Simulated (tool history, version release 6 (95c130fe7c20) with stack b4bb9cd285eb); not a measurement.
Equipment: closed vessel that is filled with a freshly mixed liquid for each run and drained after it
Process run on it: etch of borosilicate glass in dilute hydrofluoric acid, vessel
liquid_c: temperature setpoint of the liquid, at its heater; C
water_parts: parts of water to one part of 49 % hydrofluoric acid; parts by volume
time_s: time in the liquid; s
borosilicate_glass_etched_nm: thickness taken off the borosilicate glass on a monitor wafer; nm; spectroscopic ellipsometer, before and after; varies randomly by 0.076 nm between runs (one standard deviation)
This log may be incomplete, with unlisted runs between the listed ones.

run 1 hour=0.0 | liquid_c=20.0 water_parts=110 time_s=30 | borosilicate_glass_etched_nm=5.2806
run 2 hour=7.9 | liquid_c=21.5 water_parts=105 time_s=30 | borosilicate_glass_etched_nm=5.9004
run 3 hour=15.5 | liquid_c=20.0 water_parts=105 time_s=30 | borosilicate_glass_etched_nm=5.5431
run 4 hour=18.5 | liquid_c=20.0 water_parts=80 time_s=30 | borosilicate_glass_etched_nm=7.6272
run 5 hour=23.3 | liquid_c=20.0 water_parts=100 time_s=30 | borosilicate_glass_etched_nm=5.9654
run 6 hour=30.5 | liquid_c=21.5 water_parts=100 time_s=30 | borosilicate_glass_etched_nm=6.3474
run 7 hour=36.1 | liquid_c=25.5 water_parts=90 time_s=30 | borosilicate_glass_etched_nm=8.3111

Predict the results of run 8:
run 8 hour=38.7 | liquid_c=26.0 water_parts=90 time_s=30 | borosilicate_glass_etched_nm=?

{"run 8": {"borosilicate_glass_etched_nm": 8.4805}}
